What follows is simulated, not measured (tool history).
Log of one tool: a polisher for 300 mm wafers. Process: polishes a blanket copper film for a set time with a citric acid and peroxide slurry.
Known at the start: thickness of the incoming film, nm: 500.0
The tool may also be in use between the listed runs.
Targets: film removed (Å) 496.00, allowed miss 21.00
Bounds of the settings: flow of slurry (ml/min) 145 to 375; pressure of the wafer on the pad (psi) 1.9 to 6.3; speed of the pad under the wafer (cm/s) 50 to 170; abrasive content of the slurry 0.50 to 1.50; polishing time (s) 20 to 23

run  hour  flow of slurry (ml/min)  pressure of the wafer on the pad (psi)  speed of the pad under the wafer (cm/s)  abrasive content of the slurry  polishing time (s)  film removed (Å)
  1   0.0                      240                                     4.1                                      110                            1.00                  23            727.58
  2   7.4                      210                                     4.1                                      110                            1.00                  23            711.63
  3  11.2                      210                                     4.1                                       88                            1.00                  23            583.26
  4  15.4                      210                                     4.0                                       88                            1.00                  23            564.33
  5  22.9                      210                                     3.9                                       88                            1.00                  23            567.89
  6  28.6                      255                                     3.9                                       88                            1.00                  23            578.56
  7  30.5                      250                                     3.8                                       88                            1.00                  23            560.42
  8  37.8                      250                                     3.7                                       88                            1.00                  23            554.62
  9  39.2                      245                                     3.6                                       88                            1.00                  23            551.27
 10  45.9                      245                                     3.5                                       88                            1.00                  23            536.81

4 next moves are on the table. One of them brings every result within its allowed miss. Which?
  A  52.6                      215                                     3.7                                       82                            1.05                  22                 ?
  B  52.6                      250                                     3.4                                       94                            1.00                  23                 ?
  C  52.6                      265                                     2.7                                       88                            1.00                  23                 ?
  D  52.6                      240                                     3.0                                      108                            1.00                  22                 ?

move  film removed (Å)
   A            499.01
   B            567.42
   C            463.04
   D            569.27
A: meets every target
B: further off than the last run
C: takes the result that was furthest off past its target
D: further off than the last run
Move A is the one to make.
